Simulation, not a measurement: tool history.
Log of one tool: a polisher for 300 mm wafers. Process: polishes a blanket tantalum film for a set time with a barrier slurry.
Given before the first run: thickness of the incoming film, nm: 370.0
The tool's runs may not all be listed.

run  hour  flow of slurry (ml/min)  pressure of the wafer on the pad (kPa)  speed of the pad under the wafer (m/s)  abrasive content of the slurry  polishing time (s)  film removed (angstrom)
  1     0                      230                                       9                                    1.14                               1                  36                   451.46
  2   7.7                      230                                     8.3                                    1.12                               1                  36                   405.25
  3  13.8                      230                                     8.3                                    1.12                               1                  36                   403.13
  4  21.3                      230                                     7.6                                    1.12                               1                  36                   374.15
  5  28.3                      205                                     7.6                                    1.12                               1                  36                    373.2
  6  36.7                      205                                     6.9                                    1.12                               1                  36                   342.65
  7  38.5                      205                                     6.2                                    1.12                               1                  36                   303.68
  8  46.8                      205                                     6.2                                    1.12                               1                  36                   302.31

Run 9 comes next. What will it give?
  9  51.2                      205                                     5.5                                    1.12                               1                  36                        ?

film removed (angstrom): 274.35
